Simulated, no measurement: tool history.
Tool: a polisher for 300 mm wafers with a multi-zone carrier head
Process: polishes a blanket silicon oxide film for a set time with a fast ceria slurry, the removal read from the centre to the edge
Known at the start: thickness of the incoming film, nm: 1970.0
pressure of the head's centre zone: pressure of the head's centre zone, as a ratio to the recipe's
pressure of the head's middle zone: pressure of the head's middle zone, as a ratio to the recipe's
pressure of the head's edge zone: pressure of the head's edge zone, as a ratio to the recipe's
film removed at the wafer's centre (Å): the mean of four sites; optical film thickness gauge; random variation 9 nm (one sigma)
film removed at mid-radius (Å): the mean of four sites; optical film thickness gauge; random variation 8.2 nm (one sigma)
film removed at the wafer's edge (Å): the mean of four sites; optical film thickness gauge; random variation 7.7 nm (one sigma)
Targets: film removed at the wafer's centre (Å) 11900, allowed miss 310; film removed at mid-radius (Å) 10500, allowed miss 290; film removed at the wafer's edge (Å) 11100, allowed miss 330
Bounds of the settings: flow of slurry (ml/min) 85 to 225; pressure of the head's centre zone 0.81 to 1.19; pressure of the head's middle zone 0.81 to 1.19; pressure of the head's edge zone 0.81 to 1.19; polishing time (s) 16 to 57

run	hour	flow of slurry (ml/min)	pressure of the head's centre zone	pressure of the head's middle zone	pressure of the head's edge zone	polishing time (s)	film removed at the wafer's centre (Å)	film removed at mid-radius (Å)	film removed at the wafer's edge (Å)
1	0	145	1	1	1	36	8326.9	8504.2	8140.3
2	1.5	150	1.02	1	1.03	37	8688.3	8789.1	8499.2
3	3.6	150	1.02	1	1.08	37	8788.7	8814.4	8798.8
4	6.9	150	1.02	1	1	37	8799.2	8856.9	8555.3
5	14	150	1.02	1	1	30	7117.4	7284.5	6810.9
6	18.4	155	1.04	1	1.03	32	7857.3	7704.3	7440.7
7	25.6	160	1.05	1	1.06	34	8416.4	8239.3	7923
8	31.9	155	1.06	0.99	1.08	36	8985.7	8499.7	8534.4
9	35.6	155	1.06	0.99	1.08	36	8830.7	8528.7	8486.8
10	43.5	160	1.07	0.99	1.1	37	9275.7	8866	8764.8
11	49.9	160	1.08	0.98	1.11	38	9707.5	8977.3	9097.4
12	50.4	160	1.08	0.98	1.12	39	10008	9316.4	9358.3
13	58.5	160	1.08	0.97	1.13	40	10261	9511.9	9592.3
14	65.6	155	1.08	0.96	1.14	41	10291	9378.6	9820.6
15	67.5	160	1.08	0.95	1.15	42	10627	9809.5	10128
16	74.2	195	1.1	0.87	1.19	44	11791	9537.7	11024
17	79.2	200	1.1	0.88	1.19	44	11834	9843.5	10971
18	82.8	205	1.1	0.89	1.19	44	11926	9906.3	11142
19	91.3	205	1.1	0.89	1.19	44	11783	9957	11111
20	97.1	205	1.1	0.9	1.19	44	11685	10163	10946
21	99.5	210	1.1	0.9	1.19	44	11782	10185	11221

Which of these 5 next moves meets every target?
A	101.9	225	1.1	0.94	1.19	44	?	?	?
B	101.9	220	1.07	0.86	1.19	44	?	?	?
C	101.9	205	1.06	0.84	1.15	46	?	?	?
D	101.9	225	1.02	0.9	1.19	47	?	?	?
E	101.9	175	1.09	0.88	1.19	45	?	?	?

move	film removed at the wafer's centre (Å)	film removed at mid-radius (Å)	film removed at the wafer's edge (Å)
A	12067	10376	11303
B	11692	9612.7	11291
C	11985	9768.9	11586
D	11942	10694	12080
E	11766	9709.3	11281
A: meets every target
B: further off than the last run
C: further off than the last run
D: brings the result that was furthest off to its target, and leaves another outside
E: further off than the last run
The right move is A.
